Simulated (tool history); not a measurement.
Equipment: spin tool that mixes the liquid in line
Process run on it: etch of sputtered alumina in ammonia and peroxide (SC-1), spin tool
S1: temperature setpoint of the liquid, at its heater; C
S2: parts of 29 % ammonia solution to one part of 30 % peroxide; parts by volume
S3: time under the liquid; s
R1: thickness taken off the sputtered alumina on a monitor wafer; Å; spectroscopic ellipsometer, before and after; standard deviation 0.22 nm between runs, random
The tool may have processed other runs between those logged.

run	hour	S1	S2	S3	R1
1	0.0	62.0	0.45	310	195.20
2	4.9	63.0	0.45	310	203.40
3	10.5	67.5	0.45	310	253.60
4	14.7	67.5	0.45	330	265.22
5	23.0	60.5	0.45	330	189.02
6	24.5	57.5	0.45	330	162.03

What will run 7 give?
7	32.4	59.0	0.45	330	?

{"run 7": {"R1": 177.65}}

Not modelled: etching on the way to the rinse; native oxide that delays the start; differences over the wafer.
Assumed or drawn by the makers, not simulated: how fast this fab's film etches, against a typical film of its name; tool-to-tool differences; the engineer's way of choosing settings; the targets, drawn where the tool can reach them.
